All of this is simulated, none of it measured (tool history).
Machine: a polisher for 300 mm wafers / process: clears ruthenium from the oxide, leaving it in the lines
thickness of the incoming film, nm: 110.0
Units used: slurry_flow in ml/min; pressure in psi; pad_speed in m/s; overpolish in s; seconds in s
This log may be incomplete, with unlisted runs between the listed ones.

run	hour	slurry_flow	pressure	pad_speed	overpolish	seconds
1	0.0	140	1.6	1.16	6	94.189
2	8.9	140	1.6	1.16	5	91.370
3	16.9	110	1.6	1.16	5	98.250
4	24.0	110	2.0	1.16	5	87.170
5	25.9	105	1.7	1.10	5	97.242
6	32.8	105	1.7	0.84	5	128.610

Expected results for the next run?
7	35.7	105	1.6	0.84	5	?

Run 7 measured seconds 133.640 s.
